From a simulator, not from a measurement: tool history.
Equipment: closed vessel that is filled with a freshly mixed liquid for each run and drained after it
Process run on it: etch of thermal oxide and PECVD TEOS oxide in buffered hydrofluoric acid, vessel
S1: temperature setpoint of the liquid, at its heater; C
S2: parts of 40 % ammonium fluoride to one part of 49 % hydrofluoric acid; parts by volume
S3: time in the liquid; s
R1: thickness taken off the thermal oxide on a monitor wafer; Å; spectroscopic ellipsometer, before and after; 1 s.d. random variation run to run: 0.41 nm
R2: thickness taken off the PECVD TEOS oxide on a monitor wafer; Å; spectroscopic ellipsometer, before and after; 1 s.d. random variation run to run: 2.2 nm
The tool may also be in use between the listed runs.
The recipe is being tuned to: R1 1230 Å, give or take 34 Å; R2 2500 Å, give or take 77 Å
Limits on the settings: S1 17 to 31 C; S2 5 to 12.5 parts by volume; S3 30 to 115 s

run  hour    S1   S2  S3      R1      R2
  1     0    23  7.5  60   809.3  1653.2
  2   0.6    23    9  60  662.17  1342.8
  3   6.4    23    9  80  880.28  1797.1
  4  15.1  20.5    9  80   768.8  1569.4
  5  16.9    22    9  80  832.27  1712.5
  6  24.4  19.5    9  80  728.49  1500.7
  7  30.8  23.5    9  80  903.91  1848.5
  8  37.6  24.5    9  80  958.04  1937.3
  9  44.3  25.5    9  80  1008.1  2041.4
 10  46.3    26    9  80  1040.6  2126.9
 11  48.9  26.5    9  80    1068  2160.7
 12  54.8    27    9  80  1097.4  2243.7
 13  62.2  27.5    9  80    1126  2271.7
 14  67.5    28    9  80  1150.7  2322.1
 15    70  28.5    9  80  1184.5  2401.9

Pick the move, out of 4, that brings all results within their allowed miss; only one does.
  A  72.5    29   10   80   ?   ?
  B  72.5    17    5   85   ?   ?
  C  72.5    17  6.5  100   ?   ?
  D  72.5  29.5    8   70   ?   ?

move      R1      R2
   A  1143.7    2316
   B  1177.3  2384.1
   C  1107.1  2241.9
   D  1247.1  2525.5
A: misses by more than the last run did
B: misses by more than the last run did
C: misses by more than the last run did
D: every result within its allowed miss
So the answer is move D, the one that meets all the targets.
